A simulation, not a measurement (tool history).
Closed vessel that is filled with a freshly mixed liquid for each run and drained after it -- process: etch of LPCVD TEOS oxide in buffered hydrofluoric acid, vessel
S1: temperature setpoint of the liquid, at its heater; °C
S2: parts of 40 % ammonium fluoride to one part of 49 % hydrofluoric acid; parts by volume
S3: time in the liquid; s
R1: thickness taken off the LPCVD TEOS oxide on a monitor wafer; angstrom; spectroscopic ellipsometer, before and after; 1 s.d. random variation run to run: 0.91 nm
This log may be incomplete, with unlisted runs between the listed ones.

Run 1, hour 0.0: S1 24.0 °C, S2 12.0 parts by volume, S3 100 s. Result: R1 1908.5 angstrom.
Run 2, hour 4.9: S1 22.0 °C, S2 12.5 parts by volume, S3 100 s. Result: R1 1622.7 angstrom.
Run 3, hour 6.0: S1 20.5 °C, S2 12.5 parts by volume, S3 100 s. Result: R1 1523.2 angstrom.
Run 4, hour 12.4: S1 19.5 °C, S2 12.5 parts by volume, S3 100 s. Result: R1 1425.7 angstrom.
Run 5, hour 15.7: S1 19.0 °C, S2 12.5 parts by volume, S3 100 s. Result: R1 1385.1 angstrom.
Run 6, hour 18.5: S1 19.0 °C, S2 16.0 parts by volume, S3 100 s. Result: R1 1091.8 angstrom.

The next listed run, before its measurement:
Run 7, hour 21.8: S1 19.0 °C, S2 16.0 parts by volume, S3 100 s. Result: R1 ?.

Run 7 came out at R1 1094.9 angstrom.

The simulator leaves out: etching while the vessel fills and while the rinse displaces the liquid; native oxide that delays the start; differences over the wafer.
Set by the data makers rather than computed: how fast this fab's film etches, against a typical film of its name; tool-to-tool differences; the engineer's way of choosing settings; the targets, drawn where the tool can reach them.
